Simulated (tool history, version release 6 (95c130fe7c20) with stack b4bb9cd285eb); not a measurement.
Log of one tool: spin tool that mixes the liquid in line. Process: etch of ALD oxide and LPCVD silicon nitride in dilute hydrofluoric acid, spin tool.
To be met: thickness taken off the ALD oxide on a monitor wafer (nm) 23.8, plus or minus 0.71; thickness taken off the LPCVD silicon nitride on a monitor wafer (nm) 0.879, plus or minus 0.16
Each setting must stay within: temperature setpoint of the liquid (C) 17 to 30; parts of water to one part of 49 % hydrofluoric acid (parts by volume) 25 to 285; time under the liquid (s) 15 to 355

run    day  temperature setpoint of the liquid (C)  parts of water to one part of 49 % hydrofluoric acid (parts by volume)  time under the liquid (s)  thickness taken off the ALD oxide on a monitor wafer (nm)  thickness taken off the LPCVD silicon nitride on a monitor wafer (nm)
  1      0                                      22                                                                     155                        180                                                     15.688                                                                0.55293
  2  0.029                                      22                                                                     155                        225                                                     19.562                                                                0.69773
  3   0.35                                      22                                                                     105                        225                                                     30.573                                                                 1.1109
  4  0.521                                    21.5                                                                     110                        225                                                     28.373                                                                 1.0088
  5  0.692                                      21                                                                     110                        225                                                     27.758                                                                0.92422
  6  0.879                                      21                                                                     135                        225                                                      22.16                                                                0.71088
     1.129  -- hydrofluoric acid flow meter replaced
  7  1.129                                    21.5                                                                     135                        225                                                      21.05                                                                0.69213
  8  1.388                                      22                                                                     135                        225                                                     21.544                                                                0.74791
  9  1.446                                    22.5                                                                     130                        225                                                         23                                                                0.86296

Which of these 4 next moves meets every target?
  A  1.504                                    21.5                                                                     120                        245                                                          ?                                                                      ?
  B  1.504                                      30                                                                     120                        175                                                          ?                                                                      ?
  C  1.504                                    21.5                                                                     115                        230                                                          ?                                                                      ?
  D  1.504                                      21                                                                     160                        320                                                          ?                                                                      ?

move  thickness taken off the ALD oxide on a monitor wafer (nm)  thickness taken off the LPCVD silicon nitride on a monitor wafer (nm)
   A                                                     26.266                                                                 1.0362
   B                                                     26.004                                                                 1.2794
   C                                                     25.876                                                                 1.0142
   D                                                     24.153                                                                0.98788
A: moves the result that the last run missed by most past its target, out the other side
B: moves the result that the last run missed by most past its target, out the other side
C: moves the result that the last run missed by most past its target, out the other side
D: hits every target within its allowed miss
Move D is the one to make.
